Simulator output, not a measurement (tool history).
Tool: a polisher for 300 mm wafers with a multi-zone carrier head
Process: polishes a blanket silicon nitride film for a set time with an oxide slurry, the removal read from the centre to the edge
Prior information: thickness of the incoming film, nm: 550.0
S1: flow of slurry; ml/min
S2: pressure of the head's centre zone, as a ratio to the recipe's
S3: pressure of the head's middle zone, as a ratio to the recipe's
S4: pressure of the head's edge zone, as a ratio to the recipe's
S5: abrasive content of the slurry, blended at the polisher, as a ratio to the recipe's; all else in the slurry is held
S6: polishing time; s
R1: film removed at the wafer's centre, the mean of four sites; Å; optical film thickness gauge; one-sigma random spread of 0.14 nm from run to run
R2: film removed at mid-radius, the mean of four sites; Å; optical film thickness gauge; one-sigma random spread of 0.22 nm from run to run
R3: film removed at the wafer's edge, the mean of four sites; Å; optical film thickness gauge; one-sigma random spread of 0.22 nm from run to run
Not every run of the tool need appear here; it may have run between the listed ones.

run 1 hour=0 | S1=170 S2=1 S3=1 S4=1 S5=1 S6=56 | R1=303.55 R2=312.64 R3=295.02
run 2 hour=7.6 | S1=165 S2=1 S3=0.97 S4=0.97 S5=0.9 S6=53 | R1=269.09 R2=260.49 R3=263.02
run 3 hour=12.9 | S1=165 S2=1 S3=0.97 S4=0.97 S5=0.75 S6=53 | R1=239.26 R2=238.34 R3=232.07
run 4 hour=13.9 | S1=165 S2=1 S3=0.97 S4=0.97 S5=0.75 S6=63 | R1=286.29 R2=274.52 R3=277.37
run 5 hour=17.9 | S1=165 S2=1 S3=0.9 S4=0.97 S5=0.75 S6=63 | R1=284.25 R2=267.65 R3=276.6
run 6 hour=24.8 | S1=165 S2=1.05 S3=0.9 S4=0.97 S5=0.75 S6=63 | R1=297.91 R2=255.2 R3=283.16
run 7 hour=26.8 | S1=130 S2=0.98 S3=0.83 S4=0.87 S5=0.5 S6=47 | R1=133.19 R2=116.36 R3=131.12
run 8 hour=32.1 | S1=155 S2=0.98 S3=0.84 S4=0.88 S5=0.5 S6=47 | R1=140.2 R2=120.49 R3=134.01
run 9 hour=35.6 | S1=155 S2=1 S3=0.87 S4=0.91 S5=0.5 S6=46 | R1=139.94 R2=124.4 R3=135.61
run 10 hour=37.7 | S1=165 S2=1.03 S3=0.9 S4=0.95 S5=0.5 S6=46 | R1=145.68 R2=129.34 R3=137.15
run 11 hour=46.3 | S1=170 S2=1.05 S3=0.91 S4=0.99 S5=0.5 S6=46 | R1=148.63 R2=131.84 R3=138.24
run 12 hour=50.2 | S1=170 S2=1.06 S3=0.92 S4=1 S5=0.55 S6=46 | R1=165.38 R2=149.01 R3=156.12
run 13 hour=57.3 | S1=175 S2=1.07 S3=0.93 S4=1.02 S5=0.55 S6=46 | R1=171.27 R2=150.44 R3=157.44

Expected results for the next run?
run 14 hour=65.8 | S1=200 S2=1.05 S3=0.98 S4=1.08 S5=0.6 S6=46 | R1=? R2=? R3=?

R1: 184.23 Å
R2: 172.12 Å
R3: 181.95 Å
